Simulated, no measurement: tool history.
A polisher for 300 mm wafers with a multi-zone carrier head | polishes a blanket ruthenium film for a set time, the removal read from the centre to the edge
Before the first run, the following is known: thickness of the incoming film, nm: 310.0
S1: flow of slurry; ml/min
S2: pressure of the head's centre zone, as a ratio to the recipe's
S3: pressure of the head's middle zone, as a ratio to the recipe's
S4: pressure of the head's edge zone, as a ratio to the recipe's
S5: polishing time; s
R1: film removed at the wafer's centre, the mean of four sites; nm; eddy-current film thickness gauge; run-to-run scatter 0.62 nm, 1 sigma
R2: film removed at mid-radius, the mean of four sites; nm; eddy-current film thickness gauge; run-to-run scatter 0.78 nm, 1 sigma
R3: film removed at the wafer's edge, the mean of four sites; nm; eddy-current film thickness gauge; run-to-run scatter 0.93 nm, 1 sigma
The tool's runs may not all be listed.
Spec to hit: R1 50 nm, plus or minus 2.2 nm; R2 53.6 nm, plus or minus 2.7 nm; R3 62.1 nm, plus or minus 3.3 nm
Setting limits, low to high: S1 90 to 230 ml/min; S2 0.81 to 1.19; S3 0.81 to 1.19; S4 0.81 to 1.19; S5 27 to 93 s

Run 1, hour 0: S1 150 ml/min, S2 1, S3 1, S4 1, S5 59 s. Result: R1 107.18 nm, R2 96.315 nm, R3 101.65 nm.
Run 2, hour 1.5: S1 150 ml/min, S2 1, S3 1, S4 1, S5 74 s. Result: R1 133.98 nm, R2 125.86 nm, R3 125.99 nm.
Run 3, hour 9.3: S1 150 ml/min, S2 1, S3 1, S4 1, S5 81 s. Result: R1 146.18 nm, R2 138.09 nm, R3 138.95 nm.
Run 4, hour 11.8: S1 135 ml/min, S2 0.95, S3 1, S4 1.01, S5 67 s. Result: R1 112.61 nm, R2 110.69 nm, R3 114.94 nm.
Run 5, hour 13.7: S1 125 ml/min, S2 0.91, S3 0.99, S4 0.99, S5 57 s. Result: R1 91.183 nm, R2 91.596 nm, R3 96.383 nm.
Run 6, hour 16.6: S1 125 ml/min, S2 0.85, S3 0.99, S4 0.99, S5 57 s. Result: R1 84.476 nm, R2 95.584 nm, R3 93.919 nm.
Run 7, hour 21.9: S1 115 ml/min, S2 0.84, S3 0.98, S4 1.01, S5 50 s. Result: R1 73.056 nm, R2 81.555 nm, R3 81.683 nm.
Run 8, hour 26.2: S1 110 ml/min, S2 0.83, S3 0.96, S4 1.06, S5 46 s. Result: R1 64.851 nm, R2 70.343 nm, R3 77.338 nm.
At hour 28.7: centre zone pressure recalibrated.
Run 9, hour 28.7: S1 110 ml/min, S2 0.83, S3 0.96, S4 1.07, S5 43 s. Result: R1 56.979 nm, R2 66.201 nm, R3 72.997 nm.
Run 10, hour 34.8: S1 105 ml/min, S2 0.84, S3 0.95, S4 1.06, S5 41 s. Result: R1 53.003 nm, R2 62.855 nm, R3 68.44 nm.

Exercise: of the 4 proposed moves below, exactly one satisfies all targets within the stated allowed misses. Which move is it?
Run A, hour 40.9: S1 110 ml/min, S2 0.81, S3 0.93, S4 1.1, S5 39 s. Result: R1 ?, R2 ?, R3 ?.
Run B, hour 40.9: S1 125 ml/min, S2 0.86, S3 1.07, S4 0.92, S5 41 s. Result: R1 ?, R2 ?, R3 ?.
Run C, hour 40.9: S1 115 ml/min, S2 0.84, S3 0.98, S4 0.97, S5 39 s. Result: R1 ?, R2 ?, R3 ?.
Run D, hour 40.9: S1 95 ml/min, S2 0.87, S3 0.9, S4 1.04, S5 38 s. Result: R1 ?, R2 ?, R3 ?.

move      R1      R2      R3
   A  48.969  58.278  66.756
   B  56.283  70.667  65.344
   C  51.324  61.427  63.099
   D  49.521  53.592  61.971
A: closer than the last run, but not yet in spec
B: moves away from the targets compared with the last run
C: closer than the last run, but not yet in spec
D: all results in spec
Move D is the one to make.
